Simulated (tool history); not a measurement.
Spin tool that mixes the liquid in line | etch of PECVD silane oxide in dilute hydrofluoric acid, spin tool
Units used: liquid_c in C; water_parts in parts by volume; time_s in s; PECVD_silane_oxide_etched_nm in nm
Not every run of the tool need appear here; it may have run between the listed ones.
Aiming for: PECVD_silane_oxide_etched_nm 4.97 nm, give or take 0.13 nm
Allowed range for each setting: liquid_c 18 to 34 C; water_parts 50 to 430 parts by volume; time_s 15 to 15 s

run,hour,liquid_c,water_parts,time_s,PECVD_silane_oxide_etched_nm
1,0,26,240,15,2.5776
2,6.1,24,240,15,2.3983
3,10.5,22.5,240,15,2.2512
4,11.2,20,240,15,2.0519
5,19.5,22,230,15,2.3165
6,26.1,23.5,220,15,2.5845
7,27.6,25,210,15,2.907
8,34.1,26,205,15,3.105
9,35,26,205,15,3.0988
10,39.7,27,200,15,3.3074
11,45,28,195,15,3.5628
12,52.1,29,190,15,3.7921
13,53.4,29.5,190,15,3.8622
14,58.1,30,190,15,4.0003
15,60.3,30.5,190,15,3.9531
16,68.6,31,185,15,4.2363
17,69.4,31.5,185,15,4.2857
18,77.7,32,185,15,4.3548
19,81.4,32.5,185,15,4.4276
20,86.9,33.5,180,15,4.7543

Pick the move, out of 4, that brings all results within their allowed miss; only one does.
A,92.4,33,180,15,?
B,92.4,32,180,15,?
C,92.4,34,185,15,?
D,92.4,34,175,15,?

move,PECVD_silane_oxide_etched_nm
A,4.7114
B,4.5533
C,4.7093
D,5.0471
A: lands further from the targets than the last run did
B: lands further from the targets than the last run did
C: lands further from the targets than the last run did
D: every result lands within tolerance
Go with D: it meets all targets.

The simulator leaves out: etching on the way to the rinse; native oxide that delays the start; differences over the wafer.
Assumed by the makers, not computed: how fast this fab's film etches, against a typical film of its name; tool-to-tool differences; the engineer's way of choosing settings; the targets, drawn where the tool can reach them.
